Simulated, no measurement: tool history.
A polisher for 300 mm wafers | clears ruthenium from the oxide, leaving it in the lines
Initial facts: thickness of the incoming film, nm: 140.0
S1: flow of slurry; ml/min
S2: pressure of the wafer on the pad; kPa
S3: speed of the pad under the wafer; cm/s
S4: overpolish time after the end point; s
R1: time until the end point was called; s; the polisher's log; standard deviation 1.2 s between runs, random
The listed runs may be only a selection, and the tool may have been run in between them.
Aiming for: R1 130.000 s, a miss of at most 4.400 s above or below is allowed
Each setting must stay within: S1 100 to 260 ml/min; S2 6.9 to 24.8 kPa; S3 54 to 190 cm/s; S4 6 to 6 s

run 1 hour=0.0 | S1=165 S2=15.9 S3=122 S4=6 | R1=96.982
run 2 hour=2.1 | S1=160 S2=14.5 S3=122 S4=6 | R1=103.360
run 3 hour=9.2 | S1=160 S2=14.5 S3=132 S4=6 | R1=97.345
run 4 hour=10.2 | S1=160 S2=14.5 S3=144 S4=6 | R1=88.276
run 5 hour=15.7 | S1=160 S2=14.5 S3=144 S4=6 | R1=88.723
run 6 hour=18.8 | S1=160 S2=14.5 S3=144 S4=6 | R1=88.226
run 7 hour=23.1 | S1=160 S2=13.1 S3=144 S4=6 | R1=94.455
run 8 hour=26.6 | S1=155 S2=11.7 S3=144 S4=6 | R1=100.460
run 9 hour=29.9 | S1=155 S2=10.3 S3=142 S4=6 | R1=108.520
run 10 hour=38.5 | S1=140 S2=6.9 S3=140 S4=6 | R1=138.090
run 11 hour=45.0 | S1=145 S2=6.9 S3=140 S4=6 | R1=136.660
run 12 hour=45.6 | S1=150 S2=6.9 S3=140 S4=6 | R1=138.310

Which single option among these 4 for the next run brings every result within its allowed miss of target? Just one does.
run A hour=46.2 | S1=175 S2=6.9 S3=130 S4=6 | R1=?
run B hour=46.2 | S1=140 S2=6.9 S3=152 S4=6 | R1=?
run C hour=46.2 | S1=145 S2=6.9 S3=132 S4=6 | R1=?
run D hour=46.2 | S1=135 S2=9.0 S3=142 S4=6 | R1=?

move=A R1=142.250
move=B R1=128.660
move=C R1=144.200
move=D R1=120.700
A: moves away from the targets compared with the last run
B: every result lands within tolerance
C: moves away from the targets compared with the last run
D: the result that was furthest off in the last run now lies on the other side of its target
Correct choice: B, which meets every target

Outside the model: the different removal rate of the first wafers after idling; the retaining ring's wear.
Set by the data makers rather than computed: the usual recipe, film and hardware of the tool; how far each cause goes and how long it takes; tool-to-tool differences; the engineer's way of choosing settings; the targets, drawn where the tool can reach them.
